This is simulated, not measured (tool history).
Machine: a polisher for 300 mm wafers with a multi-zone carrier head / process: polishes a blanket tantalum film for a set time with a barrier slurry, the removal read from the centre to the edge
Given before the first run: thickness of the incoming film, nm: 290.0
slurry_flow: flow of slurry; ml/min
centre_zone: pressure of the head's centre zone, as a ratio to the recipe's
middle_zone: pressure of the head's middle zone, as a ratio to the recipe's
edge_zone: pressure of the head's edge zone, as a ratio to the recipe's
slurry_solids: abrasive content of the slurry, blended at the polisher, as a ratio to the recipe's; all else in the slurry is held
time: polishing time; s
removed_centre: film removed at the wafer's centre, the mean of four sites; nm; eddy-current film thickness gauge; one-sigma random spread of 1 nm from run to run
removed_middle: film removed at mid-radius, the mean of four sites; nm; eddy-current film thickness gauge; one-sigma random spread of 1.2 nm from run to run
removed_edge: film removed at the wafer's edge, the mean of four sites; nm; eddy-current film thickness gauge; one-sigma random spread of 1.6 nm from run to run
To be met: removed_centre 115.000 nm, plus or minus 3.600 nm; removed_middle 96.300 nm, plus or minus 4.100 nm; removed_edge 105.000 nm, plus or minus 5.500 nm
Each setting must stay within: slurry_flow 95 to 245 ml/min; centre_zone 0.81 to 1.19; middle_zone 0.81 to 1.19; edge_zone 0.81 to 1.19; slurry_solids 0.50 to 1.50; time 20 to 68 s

Run 1, hour 0.0: slurry_flow 155 ml/min, centre_zone 1.00, middle_zone 1.00, edge_zone 1.00, slurry_solids 1.00, time 44 s. Result: removed_centre 62.390 nm, removed_middle 63.361 nm, removed_edge 61.847 nm.
Run 2, hour 1.3: slurry_flow 165 ml/min, centre_zone 1.04, middle_zone 0.99, edge_zone 1.04, slurry_solids 1.15, time 47 s. Result: removed_centre 69.907 nm, removed_middle 68.541 nm, removed_edge 69.717 nm.
Run 3, hour 8.7: slurry_flow 175 ml/min, centre_zone 1.08, middle_zone 0.98, edge_zone 1.05, slurry_solids 1.25, time 51 s. Result: removed_centre 79.742 nm, removed_middle 74.058 nm, removed_edge 75.944 nm.
Run 4, hour 10.2: slurry_flow 175 ml/min, centre_zone 1.02, middle_zone 0.98, edge_zone 1.05, slurry_solids 1.25, time 51 s. Result: removed_centre 78.298 nm, removed_middle 74.583 nm, removed_edge 76.857 nm.
Run 5, hour 17.5: slurry_flow 175 ml/min, centre_zone 0.93, middle_zone 0.98, edge_zone 1.05, slurry_solids 1.25, time 51 s. Result: removed_centre 69.704 nm, removed_middle 75.554 nm, removed_edge 75.947 nm.
Run 6, hour 23.2: slurry_flow 180 ml/min, centre_zone 0.99, middle_zone 0.98, edge_zone 1.07, slurry_solids 1.30, time 54 s. Result: removed_centre 80.886 nm, removed_middle 79.659 nm, removed_edge 82.328 nm.
Run 7, hour 30.8: slurry_flow 180 ml/min, centre_zone 1.03, middle_zone 0.98, edge_zone 1.09, slurry_solids 1.35, time 56 s. Result: removed_centre 86.170 nm, removed_middle 84.266 nm, removed_edge 86.448 nm.
Run 8, hour 37.8: slurry_flow 225 ml/min, centre_zone 1.13, middle_zone 0.88, edge_zone 1.11, slurry_solids 1.50, time 64 s. Result: removed_centre 112.760 nm, removed_middle 91.443 nm, removed_edge 102.620 nm.
Run 9, hour 44.3: slurry_flow 225 ml/min, centre_zone 1.13, middle_zone 0.89, edge_zone 1.11, slurry_solids 1.50, time 64 s. Result: removed_centre 114.150 nm, removed_middle 92.443 nm, removed_edge 103.110 nm.

5 next moves are on the table. One of them brings every result within its allowed miss. Which?
Run A, hour 50.8: slurry_flow 220 ml/min, centre_zone 1.09, middle_zone 0.81, edge_zone 1.19, slurry_solids 1.50, time 65 s. Result: removed_centre ?, removed_middle ?, removed_edge ?.
Run B, hour 50.8: slurry_flow 225 ml/min, centre_zone 1.14, middle_zone 0.86, edge_zone 1.05, slurry_solids 1.50, time 63 s. Result: removed_centre ?, removed_middle ?, removed_edge ?.
Run C, hour 50.8: slurry_flow 245 ml/min, centre_zone 1.17, middle_zone 0.81, edge_zone 1.15, slurry_solids 1.40, time 62 s. Result: removed_centre ?, removed_middle ?, removed_edge ?.
Run D, hour 50.8: slurry_flow 225 ml/min, centre_zone 1.12, middle_zone 0.92, edge_zone 1.10, slurry_solids 1.50, time 66 s. Result: removed_centre ?, removed_middle ?, removed_edge ?.
Run E, hour 50.8: slurry_flow 235 ml/min, centre_zone 1.18, middle_zone 0.84, edge_zone 1.15, slurry_solids 1.35, time 62 s. Result: removed_centre ?, removed_middle ?, removed_edge ?.

move  removed_centre  removed_middle  removed_edge
   A         109.520          87.387       108.060
   B         111.380          89.153        98.357
   C         112.260          83.274       100.910
   D         114.670          98.766       105.380
   E         112.050          84.916        99.958
A: the biggest miss grows against the last run
B: the biggest miss grows against the last run
C: the biggest miss grows against the last run
D: in spec on every target
E: the biggest miss grows against the last run
The right move is D.
